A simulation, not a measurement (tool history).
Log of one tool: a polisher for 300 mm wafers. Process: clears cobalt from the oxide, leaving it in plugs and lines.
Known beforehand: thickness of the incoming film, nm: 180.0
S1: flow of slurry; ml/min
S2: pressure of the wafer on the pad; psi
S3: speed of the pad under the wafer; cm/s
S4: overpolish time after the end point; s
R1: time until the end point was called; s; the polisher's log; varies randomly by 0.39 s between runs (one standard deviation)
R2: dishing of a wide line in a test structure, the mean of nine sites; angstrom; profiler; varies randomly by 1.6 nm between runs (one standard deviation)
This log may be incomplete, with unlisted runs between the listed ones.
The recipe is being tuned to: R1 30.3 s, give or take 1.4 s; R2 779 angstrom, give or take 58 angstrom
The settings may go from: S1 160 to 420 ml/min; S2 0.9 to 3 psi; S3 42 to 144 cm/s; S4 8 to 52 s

| run | hour | S1 | S2 | S3 | S4 | R1 | R2 |
|---|---|---|---|---|---|---|---|
| 1 | 0 | 270 | 1.9 | 92 | 26 | 39.74 | 629.17 |
| 2 | 0.7 | 270 | 1.9 | 104 | 26 | 35.136 | 655.26 |
| 3 | 6.4 | 270 | 1.6 | 104 | 26 | 41.752 | 600.57 |
| 4 | 13.5 | 270 | 1.7 | 104 | 27 | 39.094 | 658.22 |
| 5 | 22.3 | 270 | 1.7 | 104 | 22 | 39.496 | 571.13 |
| 6 | 26.5 | 270 | 1.7 | 90 | 22 | 44.962 | 551.54 |
| 7 | 35 | 270 | 1.8 | 90 | 24 | 43.246 | 599.53 |
| 8 | 43 | 270 | 1.9 | 90 | 25 | 40.498 | 620.27 |
| 9 | 46.8 | 270 | 2 | 90 | 26 | 39.047 | 629.42 |
| 10 | 55.3 | 270 | 2.1 | 90 | 27 | 36.945 | 646.79 |
| 11 | 57.4 | 270 | 2.2 | 90 | 28 | 35.521 | 657.51 |
| 12 | 61 | 270 | 2.2 | 90 | 28 | 35.509 | 670.89 |

Which of these 5 next moves meets every target?
| A | 64.6 | 275 | 2.3 | 90 | 37 | ? | ? |
| B | 64.6 | 165 | 2.1 | 80 | 27 | ? | ? |
| C | 64.6 | 300 | 2.1 | 98 | 38 | ? | ? |
| D | 64.6 | 255 | 2.5 | 92 | 35 | ? | ? |
| E | 64.6 | 320 | 2.8 | 72 | 37 | ? | ? |

| move | R1 | R2 |
|---|---|---|
| A | 33.592 | 768.1 |
| B | 43.424 | 624.83 |
| C | 33.543 | 773.41 |
| D | 30.521 | 774.69 |
| E | 33.952 | 766.26 |
A: an improvement on the last run, though not all results are within tolerance
B: further off than the last run
C: an improvement on the last run, though not all results are within tolerance
D: in spec on every target
E: an improvement on the last run, though not all results are within tolerance
So the answer is move D, the one that meets all the targets.
